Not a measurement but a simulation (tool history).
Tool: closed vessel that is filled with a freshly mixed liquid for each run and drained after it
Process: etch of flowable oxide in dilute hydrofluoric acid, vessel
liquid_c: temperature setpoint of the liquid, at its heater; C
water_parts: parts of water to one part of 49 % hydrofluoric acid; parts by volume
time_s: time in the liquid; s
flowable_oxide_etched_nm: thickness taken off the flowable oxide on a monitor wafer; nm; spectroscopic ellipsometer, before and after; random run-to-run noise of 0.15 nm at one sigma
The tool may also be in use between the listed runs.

Run 1, day 0.000: liquid_c 23.0 C, water_parts 115 parts by volume, time_s 30 s. Result: flowable_oxide_etched_nm 10.9560 nm.
Run 2, day 0.267: liquid_c 23.0 C, water_parts 145 parts by volume, time_s 30 s. Result: flowable_oxide_etched_nm 8.2638 nm.
Run 3, day 0.538: liquid_c 25.0 C, water_parts 135 parts by volume, time_s 30 s. Result: flowable_oxide_etched_nm 9.8128 nm.
Run 4, day 0.604: liquid_c 26.5 C, water_parts 130 parts by volume, time_s 30 s. Result: flowable_oxide_etched_nm 10.7570 nm.
Run 5, day 0.825: liquid_c 24.5 C, water_parts 130 parts by volume, time_s 30 s. Result: flowable_oxide_etched_nm 10.0220 nm.
Run 6, day 0.992: liquid_c 27.0 C, water_parts 130 parts by volume, time_s 30 s. Result: flowable_oxide_etched_nm 10.9960 nm.
Run 7, day 1.079: liquid_c 28.0 C, water_parts 125 parts by volume, time_s 30 s. Result: flowable_oxide_etched_nm 11.9490 nm.

Run 8 comes next. What will it give?
Run 8, day 1.154: liquid_c 28.5 C, water_parts 120 parts by volume, time_s 30 s. Result: flowable_oxide_etched_nm ?.

flowable_oxide_etched_nm: 12.7590 nm

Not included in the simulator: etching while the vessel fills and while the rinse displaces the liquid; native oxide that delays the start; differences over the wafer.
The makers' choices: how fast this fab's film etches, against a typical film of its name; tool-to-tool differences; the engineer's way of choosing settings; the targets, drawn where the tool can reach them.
